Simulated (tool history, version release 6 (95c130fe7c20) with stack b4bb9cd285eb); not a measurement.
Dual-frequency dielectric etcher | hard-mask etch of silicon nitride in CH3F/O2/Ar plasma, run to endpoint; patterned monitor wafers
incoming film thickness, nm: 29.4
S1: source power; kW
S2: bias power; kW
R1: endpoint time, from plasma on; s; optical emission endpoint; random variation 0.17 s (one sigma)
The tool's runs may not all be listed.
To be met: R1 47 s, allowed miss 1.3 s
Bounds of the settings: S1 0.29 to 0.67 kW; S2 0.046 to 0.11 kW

Run 1, hour 0: S1 0.48 kW, S2 0.078 kW. Result: R1 39.816 s.
Run 2, hour 4.8: S1 0.45 kW, S2 0.076 kW. Result: R1 41.177 s.
Run 3, hour 5.3: S1 0.51 kW, S2 0.076 kW. Result: R1 38.875 s.
Run 4, hour 5.9: S1 0.59 kW, S2 0.076 kW. Result: R1 36.553 s.
Run 5, hour 7.8: S1 0.59 kW, S2 0.071 kW. Result: R1 37.711 s.
At hour 8.4: source power generator calibrated.
Run 6, hour 8.4: S1 0.64 kW, S2 0.071 kW. Result: R1 37.019 s.
Run 7, hour 15.8: S1 0.6 kW, S2 0.067 kW. Result: R1 39.105 s.
Run 8, hour 19.4: S1 0.5 kW, S2 0.056 kW. Result: R1 45.208 s.

Which of these 4 next moves meets every target?
Run A, hour 23: S1 0.52 kW, S2 0.06 kW. Result: R1 ?.
Run B, hour 23: S1 0.55 kW, S2 0.059 kW. Result: R1 ?.
Run C, hour 23: S1 0.41 kW, S2 0.074 kW. Result: R1 ?.
Run D, hour 23: S1 0.46 kW, S2 0.056 kW. Result: R1 ?.

move      R1
   A  43.292
   B   42.54
   C  44.071
   D  46.937
A: further off than the last run
B: further off than the last run
C: further off than the last run
D: meets every target
Answer: D
